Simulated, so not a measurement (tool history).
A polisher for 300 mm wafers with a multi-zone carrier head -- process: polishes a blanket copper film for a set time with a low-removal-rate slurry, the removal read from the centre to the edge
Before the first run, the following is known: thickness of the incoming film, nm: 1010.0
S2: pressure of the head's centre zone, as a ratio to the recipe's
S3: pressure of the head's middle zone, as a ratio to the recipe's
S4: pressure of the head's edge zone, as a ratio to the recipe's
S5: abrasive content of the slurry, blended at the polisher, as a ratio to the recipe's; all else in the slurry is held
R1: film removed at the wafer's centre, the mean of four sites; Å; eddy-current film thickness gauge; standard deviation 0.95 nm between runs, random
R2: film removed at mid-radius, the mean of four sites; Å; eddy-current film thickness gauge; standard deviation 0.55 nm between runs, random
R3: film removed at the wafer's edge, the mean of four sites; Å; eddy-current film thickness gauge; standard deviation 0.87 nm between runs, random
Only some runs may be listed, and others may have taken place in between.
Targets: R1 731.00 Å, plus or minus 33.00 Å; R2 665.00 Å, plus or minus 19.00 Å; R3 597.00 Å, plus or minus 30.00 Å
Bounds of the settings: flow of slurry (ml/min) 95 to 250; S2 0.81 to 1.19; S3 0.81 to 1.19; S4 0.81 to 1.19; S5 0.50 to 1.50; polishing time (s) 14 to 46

run 1 hour=0.0 | flow_of_slurry_(ml/min)=160 S2=1.00 S3=1.00 S4=1.00 S5=1.00 polishing_time_(s)=30 | R1=753.47 R2=742.47 R3=745.28
run 2 hour=2.6 | flow_of_slurry_(ml/min)=155 S2=1.01 S3=1.00 S4=0.97 S5=0.95 polishing_time_(s)=30 | R1=745.79 R2=725.89 R3=712.05
run 3 hour=7.0 | flow_of_slurry_(ml/min)=135 S2=1.01 S3=1.00 S4=0.97 S5=0.95 polishing_time_(s)=30 | R1=729.98 R2=718.07 R3=730.30
run 4 hour=9.9 | flow_of_slurry_(ml/min)=135 S2=1.01 S3=1.05 S4=0.97 S5=0.95 polishing_time_(s)=30 | R1=731.48 R2=746.98 R3=721.40
run 5 hour=12.0 | flow_of_slurry_(ml/min)=135 S2=1.01 S3=1.02 S4=0.97 S5=0.95 polishing_time_(s)=30 | R1=712.84 R2=724.86 R3=706.05
run 6 hour=14.4 | flow_of_slurry_(ml/min)=135 S2=1.02 S3=1.02 S4=0.95 S5=0.90 polishing_time_(s)=30 | R1=724.40 R2=723.28 R3=706.09
run 7 hour=19.2 | flow_of_slurry_(ml/min)=135 S2=1.02 S3=1.02 S4=0.95 S5=0.90 polishing_time_(s)=30 | R1=716.46 R2=718.66 R3=670.16
run 8 hour=26.7 | flow_of_slurry_(ml/min)=135 S2=1.03 S3=1.01 S4=0.94 S5=0.90 polishing_time_(s)=30 | R1=732.40 R2=726.68 R3=694.13
run 9 hour=33.6 | flow_of_slurry_(ml/min)=140 S2=1.04 S3=1.00 S4=0.93 S5=0.85 polishing_time_(s)=30 | R1=719.29 R2=693.61 R3=665.17
run 10 hour=39.9 | flow_of_slurry_(ml/min)=140 S2=1.05 S3=1.00 S4=0.92 S5=0.85 polishing_time_(s)=30 | R1=709.33 R2=706.99 R3=694.57
run 11 hour=45.2 | flow_of_slurry_(ml/min)=185 S2=1.08 S3=1.10 S4=1.02 S5=0.60 polishing_time_(s)=26 | R1=623.97 R2=635.59 R3=576.74
run 12 hour=53.4 | flow_of_slurry_(ml/min)=190 S2=1.10 S3=1.10 S4=1.02 S5=0.60 polishing_time_(s)=26 | R1=661.60 R2=643.40 R3=590.91
run 13 hour=55.0 | flow_of_slurry_(ml/min)=195 S2=1.11 S3=1.10 S4=1.02 S5=0.60 polishing_time_(s)=26 | R1=665.24 R2=650.58 R3=580.07
run 14 hour=60.8 | flow_of_slurry_(ml/min)=200 S2=1.12 S3=1.10 S4=1.02 S5=0.60 polishing_time_(s)=26 | R1=645.72 R2=639.08 R3=595.49
run 15 hour=62.3 | flow_of_slurry_(ml/min)=185 S2=1.13 S3=1.10 S4=1.02 S5=0.60 polishing_time_(s)=26 | R1=666.53 R2=632.16 R3=589.10
run 16 hour=65.6 | flow_of_slurry_(ml/min)=185 S2=1.14 S3=1.10 S4=1.01 S5=0.60 polishing_time_(s)=26 | R1=662.96 R2=629.88 R3=593.56
run 17 hour=72.1 | flow_of_slurry_(ml/min)=195 S2=1.15 S3=1.09 S4=0.99 S5=0.60 polishing_time_(s)=26 | R1=655.90 R2=643.26 R3=588.77
run 18 hour=72.7 | flow_of_slurry_(ml/min)=195 S2=1.16 S3=1.11 S4=1.01 S5=0.60 polishing_time_(s)=26 | R1=679.66 R2=641.80 R3=567.23
run 19 hour=81.0 | flow_of_slurry_(ml/min)=195 S2=1.16 S3=1.11 S4=1.02 S5=0.60 polishing_time_(s)=26 | R1=668.60 R2=643.18 R3=595.19
run 20 hour=82.7 | flow_of_slurry_(ml/min)=185 S2=1.16 S3=1.10 S4=1.00 S5=0.60 polishing_time_(s)=26 | R1=667.73 R2=640.14 R3=570.82
run 21 hour=84.2 | flow_of_slurry_(ml/min)=180 S2=1.16 S3=1.11 S4=1.01 S5=0.60 polishing_time_(s)=26 | R1=668.96 R2=644.68 R3=585.37
run 22 hour=90.8 | flow_of_slurry_(ml/min)=190 S2=1.16 S3=1.11 S4=1.01 S5=0.60 polishing_time_(s)=26 | R1=659.57 R2=643.37 R3=571.87
run 23 hour=92.5 | flow_of_slurry_(ml/min)=185 S2=1.16 S3=1.11 S4=1.02 S5=0.60 polishing_time_(s)=26 | R1=658.64 R2=640.87 R3=577.75
run 24 hour=99.7 | flow_of_slurry_(ml/min)=190 S2=1.16 S3=1.10 S4=1.00 S5=0.60 polishing_time_(s)=26 | R1=651.35 R2=644.97 R3=573.93
run 25 hour=106.4 | flow_of_slurry_(ml/min)=190 S2=1.16 S3=1.11 S4=1.02 S5=0.60 polishing_time_(s)=26 | R1=653.68 R2=644.32 R3=582.65
run 26 hour=114.8 | flow_of_slurry_(ml/min)=190 S2=1.16 S3=1.10 S4=1.00 S5=0.60 polishing_time_(s)=26 | R1=663.32 R2=631.78 R3=586.91
run 27 hour=116.9 | flow_of_slurry_(ml/min)=185 S2=1.16 S3=1.10 S4=1.02 S5=0.60 polishing_time_(s)=26 | R1=659.75 R2=639.74 R3=579.40
run 28 hour=120.9 | flow_of_slurry_(ml/min)=190 S2=1.16 S3=1.10 S4=0.99 S5=0.60 polishing_time_(s)=26 | R1=670.45 R2=636.98 R3=577.06

Exactly one of the 5 candidate moves below puts every result within its allowed miss. Which one?
run A hour=124.9 | flow_of_slurry_(ml/min)=200 S2=1.19 S3=1.03 S4=0.87 S5=0.50 polishing_time_(s)=28 | R1=? R2=? R3=?
run B hour=124.9 | flow_of_slurry_(ml/min)=210 S2=1.19 S3=1.07 S4=0.93 S5=0.55 polishing_time_(s)=28 | R1=? R2=? R3=?
run C hour=124.9 | flow_of_slurry_(ml/min)=155 S2=1.04 S3=1.02 S4=1.14 S5=0.60 polishing_time_(s)=26 | R1=? R2=? R3=?
run D hour=124.9 | flow_of_slurry_(ml/min)=225 S2=1.19 S3=1.05 S4=0.81 S5=0.55 polishing_time_(s)=30 | R1=? R2=? R3=?
run E hour=124.9 | flow_of_slurry_(ml/min)=185 S2=1.19 S3=1.19 S4=0.95 S5=0.70 polishing_time_(s)=27 | R1=? R2=? R3=?

move=A R1=708.72 R2=633.96 R3=579.91
move=B R1=728.59 R2=672.46 R3=612.76
move=C R1=594.29 R2=586.05 R3=621.66
move=D R1=787.85 R2=715.08 R3=620.91
move=E R1=727.41 R2=736.42 R3=620.25
A: corrects the largest miss of the last run, while another result sits out of spec
B: in spec on every target
C: its largest miss is bigger than the last run's
D: takes the result that was furthest off past its target
E: corrects the largest miss of the last run, while another result sits out of spec
Answer: B
